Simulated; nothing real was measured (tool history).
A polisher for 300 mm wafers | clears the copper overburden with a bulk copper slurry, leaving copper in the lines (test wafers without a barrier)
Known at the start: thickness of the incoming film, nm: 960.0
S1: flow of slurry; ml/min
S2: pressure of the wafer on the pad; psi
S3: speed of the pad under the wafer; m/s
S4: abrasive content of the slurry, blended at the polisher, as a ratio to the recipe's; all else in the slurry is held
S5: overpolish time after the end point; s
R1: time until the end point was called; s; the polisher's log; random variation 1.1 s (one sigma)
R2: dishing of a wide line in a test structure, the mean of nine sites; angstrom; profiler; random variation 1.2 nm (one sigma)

run  hour   S1   S2    S3  S4  S5      R1      R2
  1     0  170  2.8  0.88   1  18  96.578  732.01
  2   5.1  170  3.2  0.88   1  18  85.661  790.82
  3   6.2  165    3  0.88   1  20  91.014  816.53
  4   9.6  160  2.8  0.88   1  21  96.969  786.33
  5  17.5  160  2.8  0.68   1  21  117.05  701.43
  6  23.9  160  2.8  0.68   1  17  116.78  629.83
  7  30.1  160  2.8  0.68   1  19  117.28  692.54
  8  35.8  160  2.8  0.68   1  21  115.99  731.63
  9  41.3  160  2.8  0.68   1  22  117.18  751.52
     49.9  -- slurry blender recalibrated
 10  49.9  160  2.8  0.68   1  23  112.65  777.64
 11  56.1  155  2.8  0.68   1  24  114.26  784.99
 12    61  155  2.8  0.68   1  25   113.4  815.37

Forecast run 13:
 13  61.7  155  2.8  0.68   1  26   ?   ?

{"run 13": {"R1": 112.31, "R2": 833.43}}
